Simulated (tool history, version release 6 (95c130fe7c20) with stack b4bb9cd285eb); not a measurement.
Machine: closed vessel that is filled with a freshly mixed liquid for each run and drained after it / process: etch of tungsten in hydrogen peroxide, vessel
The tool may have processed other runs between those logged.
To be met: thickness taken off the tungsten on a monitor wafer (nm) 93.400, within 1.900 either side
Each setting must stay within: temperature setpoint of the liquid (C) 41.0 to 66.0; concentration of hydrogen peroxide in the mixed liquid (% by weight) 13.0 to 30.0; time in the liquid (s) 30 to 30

run,hour,temperature setpoint of the liquid (C),concentration of hydrogen peroxide in the mixed liquid (% by weight),time in the liquid (s),thickness taken off the tungsten on a monitor wafer (nm)
1,0.0,57.0,26.0,30,72.267
2,7.7,58.5,26.0,30,79.967
3,16.5,59.5,26.0,30,84.003
4,21.8,60.0,26.0,30,86.063
5,29.1,60.5,26.0,30,88.694
6,35.5,53.5,26.0,30,58.535
7,38.3,56.0,26.0,30,68.577
8,41.1,57.5,26.0,30,74.273
9,48.3,58.5,26.0,30,78.527
10,49.7,59.5,26.0,30,83.121
11,54.9,62.0,26.0,30,97.394

Below are 4 possible settings for the next run. Only one of them brings all results inside the allowed miss of their targets. Which is it?
A,60.1,62.5,29.5,30,?
B,60.1,61.0,27.5,30,?
C,60.1,63.0,24.5,30,?
D,60.1,62.0,27.5,30,?

move,thickness taken off the tungsten on a monitor wafer (nm)
A,105.770
B,94.351
C,99.775
D,99.885
A: misses by more than the last run did
B: every result within its allowed miss
C: misses by more than the last run did
D: misses by more than the last run did
The move that meets every target is B.
